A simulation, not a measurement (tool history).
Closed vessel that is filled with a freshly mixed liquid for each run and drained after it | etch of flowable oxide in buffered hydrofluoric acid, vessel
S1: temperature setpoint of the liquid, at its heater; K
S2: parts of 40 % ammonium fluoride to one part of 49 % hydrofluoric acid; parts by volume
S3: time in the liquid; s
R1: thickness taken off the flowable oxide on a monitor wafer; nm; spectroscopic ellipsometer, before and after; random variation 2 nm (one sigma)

run,hour,S1,S2,S3,R1
1,0,294.15,16.5,30,88.614
2,2.1,294.15,12,30,118.2
3,8.2,294.15,12,30,120.2
4,12,296.65,11,30,148.98
5,20.2,296.65,11,30,149.13
6,23.4,299.65,11,30,178.45
7,29.7,300.65,10.5,30,197.83
8,37.1,301.15,10,30,210.5

Forecast run 9:
9,40,301.65,9.5,30,?

{"run 9": {"R1": 219.2}}
